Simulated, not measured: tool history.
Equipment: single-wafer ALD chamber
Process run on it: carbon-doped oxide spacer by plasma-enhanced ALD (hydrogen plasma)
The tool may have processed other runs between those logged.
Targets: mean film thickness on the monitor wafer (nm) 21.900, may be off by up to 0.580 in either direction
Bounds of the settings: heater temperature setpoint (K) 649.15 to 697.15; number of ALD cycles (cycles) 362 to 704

run  hour  heater temperature setpoint (K)  number of ALD cycles (cycles)  mean film thickness on the monitor wafer (nm)
  1   0.0                           673.15                            533                                         27.464
  2   1.6                           674.15                            496                                         25.555
  3   7.0                           674.15                            471                                         24.442
  4   9.8                           674.15                            453                                         23.282
  5  16.2                           678.15                            453                                         23.011
  6  23.5                           678.15                            514                                         26.093
  7  28.8                           680.15                            489                                         24.761
  8  31.2                           681.15                            471                                         23.765
  9  37.1                           682.15                            460                                         23.102

Exercise: of the 5 proposed moves below, exactly one satisfies all targets within the stated allowed misses. Which move is it?
  A  43.0                           689.15                            483                                              ?
  B  43.0                           687.15                            498                                              ?
  C  43.0                           669.15                            488                                              ?
  D  43.0                           684.15                            498                                              ?
  E  43.0                           684.15                            436                                              ?

move  mean film thickness on the monitor wafer (nm)
   A                                         23.717
   B                                         24.614
   C                                         25.217
   D                                         24.854
   E                                         21.760
A: the biggest miss grows against the last run
B: the biggest miss grows against the last run
C: the biggest miss grows against the last run
D: the biggest miss grows against the last run
E: all results land within tolerance of their targets
The move that meets every target is E.
